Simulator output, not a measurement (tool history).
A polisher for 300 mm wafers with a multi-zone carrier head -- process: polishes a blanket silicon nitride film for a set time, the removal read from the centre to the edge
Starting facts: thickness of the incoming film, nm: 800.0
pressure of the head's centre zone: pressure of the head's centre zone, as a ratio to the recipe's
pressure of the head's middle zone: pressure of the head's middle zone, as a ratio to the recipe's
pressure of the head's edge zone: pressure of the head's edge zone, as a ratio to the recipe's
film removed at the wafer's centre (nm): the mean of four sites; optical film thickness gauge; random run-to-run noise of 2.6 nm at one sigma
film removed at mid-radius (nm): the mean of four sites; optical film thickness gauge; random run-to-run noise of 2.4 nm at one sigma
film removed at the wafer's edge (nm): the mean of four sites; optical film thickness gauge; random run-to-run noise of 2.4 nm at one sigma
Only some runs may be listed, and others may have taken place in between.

run  hour  flow of slurry (ml/min)  pressure of the head's centre zone  pressure of the head's middle zone  pressure of the head's edge zone  polishing time (s)  film removed at the wafer's centre (nm)  film removed at mid-radius (nm)  film removed at the wafer's edge (nm)
  1   0.0                      215                                1.00                                1.00                              1.00                  86                                   212.49                           223.41                                 226.57
  2   3.9                      215                                1.04                                1.00                              1.00                  86                                   237.97                           216.49                                 223.03
  3   8.8                      255                                1.04                                1.00                              1.00                  86                                   234.50                           221.27                                 227.74
  4  16.8                      255                                1.08                                1.00                              1.00                  86                                   245.31                           224.28                                 227.77
  5  21.6                      255                                1.08                                1.00                              1.08                  86                                   244.05                           221.11                                 234.10
  6  25.2                      255                                1.08                                0.91                              1.08                  86                                   244.34                           205.39                                 236.77
  7  33.0                      255                                1.02                                0.97                              1.04                  83                                   216.51                           212.47                                 221.84

Run 8 has not been measured yet. What should we expect?
  8  33.5                      260                                0.98                                0.99                              1.03                  82                                        ?                                ?                                      ?

{"run 8": {"film removed at the wafer's centre (nm)": 207.71, "film removed at mid-radius (nm)": 213.52, "film removed at the wafer's edge (nm)": 219.07}}
